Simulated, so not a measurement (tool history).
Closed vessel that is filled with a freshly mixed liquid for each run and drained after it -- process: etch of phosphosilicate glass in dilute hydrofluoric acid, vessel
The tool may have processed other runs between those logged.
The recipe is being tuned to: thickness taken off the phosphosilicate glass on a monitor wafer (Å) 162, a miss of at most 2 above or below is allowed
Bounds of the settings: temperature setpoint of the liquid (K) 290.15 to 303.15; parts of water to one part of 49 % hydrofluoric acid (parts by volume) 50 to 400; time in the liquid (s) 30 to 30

run	hour	temperature setpoint of the liquid (K)	parts of water to one part of 49 % hydrofluoric acid (parts by volume)	time in the liquid (s)	thickness taken off the phosphosilicate glass on a monitor wafer (Å)
1	0	295.15	225	30	120.11
2	5.3	292.15	225	30	107.59
3	12.9	295.15	225	30	120.68
4	20.1	295.15	225	30	120.66
5	22.3	296.65	225	30	127.46
6	22.9	296.65	225	30	127.83
7	25	296.65	225	30	126.54
# hour 33.6: thermometer replaced
8	33.6	297.65	225	30	138.39
9	41	298.15	225	30	140.92

Below are 5 possible settings for the next run. Only one of them brings all results inside the allowed miss of their targets. Which is it?
A	48.4	298.65	215	30	?
B	48.4	294.15	205	30	?
C	48.4	294.65	180	30	?
D	48.4	298.65	200	30	?
E	48.4	299.15	240	30	?

move	thickness taken off the phosphosilicate glass on a monitor wafer (Å)
A	152.06
B	136.42
C	162.46
D	166.2
E	134.96
A: moves toward the targets from the last run without getting all of them in spec
B: misses by more than the last run did
C: all results in spec
D: moves the result that the last run missed by most past its target, out the other side
E: misses by more than the last run did
C is the move that brings every result within its allowed miss.

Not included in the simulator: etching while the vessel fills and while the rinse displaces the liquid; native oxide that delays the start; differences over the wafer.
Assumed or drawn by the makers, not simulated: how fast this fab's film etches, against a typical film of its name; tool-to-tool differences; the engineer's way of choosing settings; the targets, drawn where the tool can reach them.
